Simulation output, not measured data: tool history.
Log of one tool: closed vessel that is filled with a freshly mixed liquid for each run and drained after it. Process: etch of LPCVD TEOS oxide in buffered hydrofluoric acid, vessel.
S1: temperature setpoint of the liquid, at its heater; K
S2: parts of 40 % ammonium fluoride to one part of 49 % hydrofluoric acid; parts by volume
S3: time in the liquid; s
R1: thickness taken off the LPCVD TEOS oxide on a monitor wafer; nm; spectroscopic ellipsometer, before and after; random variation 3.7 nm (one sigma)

run    day      S1    S2  S3      R1
  1      0  297.15  11.5  90  282.29
  2  0.133  297.15    14  90  234.63
  3  0.271  297.15    12  90  274.06
  4  0.367  297.65    12  90  280.58
  5    0.7  295.15    12  90  242.31
  6      1  291.65    12  90  201.08
  7   1.05  293.15    12  90  219.79
  8  1.262  294.15    12  90  228.97
  9  1.367  295.15    12  90  240.64

Run 10 comes next. What will it give?
 10  1.521  296.15  12  90   ?

{"run 10": {"R1": 253.87}}

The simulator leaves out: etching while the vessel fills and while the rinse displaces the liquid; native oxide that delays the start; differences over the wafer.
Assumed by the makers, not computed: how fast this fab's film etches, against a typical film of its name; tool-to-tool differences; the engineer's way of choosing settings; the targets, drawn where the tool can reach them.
